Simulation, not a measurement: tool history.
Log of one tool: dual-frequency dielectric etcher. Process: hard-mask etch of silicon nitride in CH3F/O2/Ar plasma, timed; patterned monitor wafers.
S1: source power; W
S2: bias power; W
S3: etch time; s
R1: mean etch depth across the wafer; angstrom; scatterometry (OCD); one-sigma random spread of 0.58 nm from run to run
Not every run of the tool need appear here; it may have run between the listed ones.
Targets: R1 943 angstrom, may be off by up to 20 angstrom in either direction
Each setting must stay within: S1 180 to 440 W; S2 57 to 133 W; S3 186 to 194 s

run    day   S1  S2   S3      R1
  1      0  310  95  186  1236.1
  2  0.112  260  95  186  1180.9
  3  0.454  300  95  186  1241.3
  4  0.633  260  84  186  1095.4
  5  0.762  240  81  186  1053.6
  6  0.996  240  81  186    1050
  7  1.083  220  79  186  1008.9
  8  1.254  180  74  186   912.5

Below are 4 possible settings for the next run. Only one of them brings all results inside the allowed miss of their targets. Which is it?
  A  1.425  190  69  186.5   ?
  B  1.425  190  71  193.5   ?
  C  1.425  180  67    186   ?
  D  1.425  180  71  188.5   ?

move      R1
   A  888.45
   B  937.85
   C  856.15
   D  898.88
A: moves away from the targets compared with the last run
B: all results in spec
C: moves away from the targets compared with the last run
D: moves away from the targets compared with the last run
Correct choice: B, which meets every target
